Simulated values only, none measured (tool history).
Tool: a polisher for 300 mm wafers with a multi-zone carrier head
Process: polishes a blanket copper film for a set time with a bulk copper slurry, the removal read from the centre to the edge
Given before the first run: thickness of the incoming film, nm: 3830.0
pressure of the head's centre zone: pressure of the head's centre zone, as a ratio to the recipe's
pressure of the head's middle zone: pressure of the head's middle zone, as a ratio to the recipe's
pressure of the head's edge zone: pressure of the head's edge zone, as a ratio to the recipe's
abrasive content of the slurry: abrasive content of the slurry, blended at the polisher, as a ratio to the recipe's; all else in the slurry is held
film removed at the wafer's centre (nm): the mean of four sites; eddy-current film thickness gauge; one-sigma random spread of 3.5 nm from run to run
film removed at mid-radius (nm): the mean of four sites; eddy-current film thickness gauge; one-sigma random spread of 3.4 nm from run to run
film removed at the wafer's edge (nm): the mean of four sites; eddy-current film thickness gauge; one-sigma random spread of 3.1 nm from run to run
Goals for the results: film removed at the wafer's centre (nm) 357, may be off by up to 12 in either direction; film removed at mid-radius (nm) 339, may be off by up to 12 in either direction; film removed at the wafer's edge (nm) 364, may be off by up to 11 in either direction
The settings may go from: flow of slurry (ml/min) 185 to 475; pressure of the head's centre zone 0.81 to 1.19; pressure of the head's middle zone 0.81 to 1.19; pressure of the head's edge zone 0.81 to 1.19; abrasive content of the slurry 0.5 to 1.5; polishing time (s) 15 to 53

| run | hour | flow of slurry (ml/min) | pressure of the head's centre zone | pressure of the head's middle zone | pressure of the head's edge zone | abrasive content of the slurry | polishing time (s) | film removed at the wafer's centre (nm) | film removed at mid-radius (nm) | film removed at the wafer's edge (nm) |
|---|---|---|---|---|---|---|---|---|---|---|
| 1 | 0 | 305 | 1 | 1 | 1 | 1 | 34 | 508.93 | 514.17 | 518.04 |
| 2 | 0.8 | 305 | 1 | 1 | 1.05 | 1 | 34 | 504.73 | 514.02 | 527.06 |
| 3 | 3.6 | 305 | 0.99 | 0.98 | 1.03 | 0.9 | 33 | 478.54 | 478.57 | 491.62 |
| 4 | 10.8 | 300 | 0.97 | 0.96 | 1.01 | 0.85 | 32 | 455.82 | 460.18 | 474.42 |
| 5 | 19.6 | 300 | 0.97 | 0.94 | 1 | 0.8 | 31 | 432.21 | 433.29 | 460.55 |
| 6 | 25.8 | 300 | 0.97 | 0.94 | 0.95 | 0.8 | 31 | 433.06 | 430.5 | 446.26 |
| 7 | 31.8 | 300 | 0.97 | 0.93 | 0.94 | 0.75 | 30 | 411.24 | 414.67 | 425.3 |
| 8 | 34.9 | 300 | 0.97 | 0.91 | 0.93 | 0.7 | 30 | 408.22 | 403.46 | 422.09 |
| 9 | 36.5 | 300 | 0.97 | 0.9 | 0.92 | 0.65 | 29 | 397.16 | 380.43 | 399.29 |
| 10 | 37.6 | 295 | 0.96 | 0.89 | 0.91 | 0.6 | 29 | 382.77 | 365.98 | 391.67 |
| 11 | 42.8 | 290 | 0.96 | 0.88 | 0.9 | 0.6 | 29 | 381 | 370.11 | 398.85 |
| 12 | 50.3 | 290 | 0.96 | 0.88 | 0.89 | 0.6 | 29 | 385.14 | 370.14 | 391.53 |

Which of these 5 next moves meets every target?
| A | 57.8 | 270 | 0.96 | 0.86 | 0.89 | 0.5 | 28 | ? | ? | ? |
| B | 57.8 | 295 | 0.98 | 0.89 | 0.95 | 0.85 | 27 | ? | ? | ? |
| C | 57.8 | 355 | 0.97 | 0.97 | 0.81 | 0.6 | 30 | ? | ? | ? |
| D | 57.8 | 220 | 1.16 | 0.93 | 0.81 | 0.5 | 28 | ? | ? | ? |
| E | 57.8 | 300 | 0.97 | 0.96 | 0.94 | 0.5 | 27 | ? | ? | ? |

| move | film removed at the wafer's centre (nm) | film removed at mid-radius (nm) | film removed at the wafer's edge (nm) |
|---|---|---|---|
| A | 361.01 | 336.27 | 368.25 |
| B | 385.78 | 359.97 | 391.8 |
| C | 412.71 | 412.76 | 400.44 |
| D | 423.49 | 345.02 | 350.26 |
| E | 356.7 | 354.66 | 364.11 |
A: every result lands within tolerance
B: neither nearer nor further off than the last run
C: misses by more than the last run did
D: brings the last run's worst result on target, with another outside its allowed miss
E: nearer the targets than the last run, but a result is still out of spec
So the answer is move A, the one that meets all the targets.
